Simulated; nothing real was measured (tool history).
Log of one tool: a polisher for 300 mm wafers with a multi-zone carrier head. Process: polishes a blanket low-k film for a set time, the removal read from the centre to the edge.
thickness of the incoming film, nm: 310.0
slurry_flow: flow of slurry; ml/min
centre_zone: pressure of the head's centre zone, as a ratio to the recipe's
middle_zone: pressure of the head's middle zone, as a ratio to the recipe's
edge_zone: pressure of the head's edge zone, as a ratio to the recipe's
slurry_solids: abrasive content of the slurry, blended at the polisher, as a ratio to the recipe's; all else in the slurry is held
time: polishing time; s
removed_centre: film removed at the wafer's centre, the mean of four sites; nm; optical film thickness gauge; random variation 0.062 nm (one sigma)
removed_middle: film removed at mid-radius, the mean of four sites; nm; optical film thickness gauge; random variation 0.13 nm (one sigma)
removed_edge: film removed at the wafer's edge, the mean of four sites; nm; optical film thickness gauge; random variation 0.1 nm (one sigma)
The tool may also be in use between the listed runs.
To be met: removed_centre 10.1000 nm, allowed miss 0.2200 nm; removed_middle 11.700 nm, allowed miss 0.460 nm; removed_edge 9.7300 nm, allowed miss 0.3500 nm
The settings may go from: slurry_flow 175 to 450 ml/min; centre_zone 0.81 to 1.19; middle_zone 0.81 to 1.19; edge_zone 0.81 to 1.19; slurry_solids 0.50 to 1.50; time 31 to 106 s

run	hour	slurry_flow	centre_zone	middle_zone	edge_zone	slurry_solids	time	removed_centre	removed_middle	removed_edge
1	0.0	290	1.00	1.00	1.00	1.00	68	15.9290	16.043	16.0430
2	2.1	290	1.08	1.00	1.00	1.00	68	17.0890	16.145	15.9800
3	7.4	290	1.08	1.00	1.00	1.20	68	18.0560	17.098	17.0350
4	9.8	290	1.08	1.00	0.93	1.20	68	18.1110	17.320	16.3760
5	12.4	290	1.08	1.00	0.93	1.40	68	18.9080	18.104	17.0900
6	20.4	290	1.06	1.01	0.91	1.25	65	17.5440	16.317	15.7880
7	23.6	365	0.96	1.11	0.81	1.00	46	10.5830	12.220	9.9198
8	26.5	360	0.96	1.11	0.81	1.00	46	10.5330	12.201	10.0170
9	32.8	355	0.96	1.11	0.81	1.00	46	10.4750	12.085	10.2200
10	39.8	360	0.96	1.11	0.81	1.00	46	10.5310	12.178	10.1730
11	45.7	365	0.96	1.11	0.81	0.95	46	10.3260	11.899	10.0660

5 next moves are on the table. One of them brings every result within its allowed miss. Which?
A	51.6	385	1.00	1.16	0.86	1.00	44	?	?	?
B	51.6	380	0.94	1.07	0.89	0.65	54	?	?	?
C	51.6	370	0.89	1.05	0.91	0.55	57	?	?	?
D	51.6	350	0.98	1.08	0.81	1.00	46	?	?	?
E	51.6	285	0.95	1.10	0.81	0.95	46	?	?	?

move	removed_centre	removed_middle	removed_edge
A	10.6020	11.864	9.9333
B	10.5430	11.745	10.6790
C	9.9398	11.508	10.7380
D	10.7780	11.621	10.0690
E	10.0860	11.399	9.7648
A: further off than the last run
B: further off than the last run
C: brings the result that was furthest off to its target, and leaves another outside
D: further off than the last run
E: meets every target
The right move is E.

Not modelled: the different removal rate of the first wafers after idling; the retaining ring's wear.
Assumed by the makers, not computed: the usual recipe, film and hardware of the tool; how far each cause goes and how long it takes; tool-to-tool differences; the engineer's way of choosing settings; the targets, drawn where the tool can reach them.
